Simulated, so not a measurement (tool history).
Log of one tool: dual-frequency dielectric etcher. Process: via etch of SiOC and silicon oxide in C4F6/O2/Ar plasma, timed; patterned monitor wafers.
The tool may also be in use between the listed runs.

| run | hour | source power (kW) | bias power (kW) | etch time (s) | mean etch depth across the wafer (nm) |
|---|---|---|---|---|---|
| 1 | 0.0 | 0.390 | 0.156 | 64.0 | 64.639 |
| 2 | 0.8 | 0.370 | 0.152 | 64.0 | 63.196 |
| 3 | 6.8 | 0.370 | 0.152 | 66.5 | 65.591 |
| 4 | 8.7 | 0.330 | 0.152 | 66.5 | 63.201 |
| 5 | 13.6 | 0.280 | 0.152 | 66.5 | 59.857 |
| 6 | 22.1 | 0.270 | 0.149 | 66.5 | 59.402 |
| 7 | 25.8 | 0.270 | 0.146 | 66.5 | 58.799 |
| 8 | 30.8 | 0.260 | 0.144 | 66.5 | 57.747 |
| 9 | 31.4 | 0.260 | 0.142 | 66.5 | 56.972 |

Run 10 comes next. What will it give?
| 10 | 34.0 | 0.260 | 0.141 | 66.5 | ? |

Run 10 gave mean etch depth across the wafer (nm) 56.353.

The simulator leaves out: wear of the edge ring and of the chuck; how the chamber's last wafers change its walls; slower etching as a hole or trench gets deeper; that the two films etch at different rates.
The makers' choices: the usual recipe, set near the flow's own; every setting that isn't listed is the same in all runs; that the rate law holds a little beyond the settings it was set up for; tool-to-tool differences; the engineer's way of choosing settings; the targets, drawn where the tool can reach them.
